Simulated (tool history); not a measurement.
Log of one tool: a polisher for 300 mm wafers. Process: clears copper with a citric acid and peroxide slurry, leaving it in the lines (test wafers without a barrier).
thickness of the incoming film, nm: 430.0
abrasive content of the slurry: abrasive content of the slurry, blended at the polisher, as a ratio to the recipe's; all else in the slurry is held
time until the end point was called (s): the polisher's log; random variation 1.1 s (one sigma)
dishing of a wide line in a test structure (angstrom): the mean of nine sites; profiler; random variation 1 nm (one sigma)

run,hour,flow of slurry (ml/min),pressure of the wafer on the pad (kPa),speed of the pad under the wafer (m/s),abrasive content of the slurry,overpolish time after the end point (s),time until the end point was called (s),dishing of a wide line in a test structure (angstrom)
1,0.0,200,23.4,1.40,1.0,10,150.04,207.32
2,0.9,200,27.6,1.42,1.0,11,127.94,263.98
3,6.3,200,27.6,1.20,1.0,11,146.76,229.72
4,10.7,245,27.6,1.20,1.0,11,141.39,241.06
5,12.2,245,27.6,1.20,1.0,7,146.00,152.76
6,13.3,285,27.6,1.20,1.0,7,143.13,160.68
7,13.9,285,29.0,1.32,1.0,9,124.96,222.20

Forecast run 8:
8,21.0,285,30.3,1.40,1.0,10,?,?

time until the end point was called (s): 112.20
dishing of a wide line in a test structure (angstrom): 271.76
